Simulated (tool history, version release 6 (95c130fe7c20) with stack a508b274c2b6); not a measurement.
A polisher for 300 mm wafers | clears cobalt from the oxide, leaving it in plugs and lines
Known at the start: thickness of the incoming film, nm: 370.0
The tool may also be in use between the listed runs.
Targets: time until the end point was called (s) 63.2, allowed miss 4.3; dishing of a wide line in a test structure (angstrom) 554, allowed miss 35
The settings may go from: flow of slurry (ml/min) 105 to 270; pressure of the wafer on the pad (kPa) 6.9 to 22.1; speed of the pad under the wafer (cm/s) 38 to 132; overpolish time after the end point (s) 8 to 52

run  hour  flow of slurry (ml/min)  pressure of the wafer on the pad (kPa)  speed of the pad under the wafer (cm/s)  overpolish time after the end point (s)  time until the end point was called (s)  dishing of a wide line in a test structure (angstrom)
  1     0                      175                                    14.5                                       84                                       26                                   88.557                                                 484.89
  2     3                      175                                    15.2                                       84                                       26                                   83.161                                                 495.16
  3     5                      175                                    15.2                                       70                                       26                                    97.11                                                 456.19
  4   6.2                      175                                    15.2                                       70                                       21                                    97.64                                                 421.41
  5  12.5                      175                                    15.9                                       70                                       22                                   91.398                                                 448.47
  6  19.1                      215                                    15.9                                       70                                       22                                   92.451                                                 456.08
  7  23.7                      215                                    16.5                                       70                                       22                                   85.491                                                 462.38
  8    29                      215                                    17.2                                       70                                       23                                   84.736                                                  471.7

Which of these 5 next moves meets every target?
  A  34.3                      255                                    18.6                                       86                                       32                                        ?                                                      ?
  B  34.3                      200                                      20                                       66                                       21                                        ?                                                      ?
  C  34.3                      215                                    13.1                                       76                                       28                                        ?                                                      ?
  D  34.3                      225                                    18.6                                       94                                       16                                        ?                                                      ?
  E  34.3                      190                                    17.9                                       46                                       24                                        ?                                                      ?

move  time until the end point was called (s)  dishing of a wide line in a test structure (angstrom)
   A                                   63.575                                                 556.03
   B                                   78.153                                                 481.19
   C                                   102.28                                                 486.02
   D                                   58.917                                                 481.79
   E                                   123.29                                                 421.74
A: meets every target
B: nearer than the last run, and not there yet
C: further off than the last run
D: brings the result that was furthest off to its target, and leaves another outside
E: further off than the last run
Move A is the one to make.

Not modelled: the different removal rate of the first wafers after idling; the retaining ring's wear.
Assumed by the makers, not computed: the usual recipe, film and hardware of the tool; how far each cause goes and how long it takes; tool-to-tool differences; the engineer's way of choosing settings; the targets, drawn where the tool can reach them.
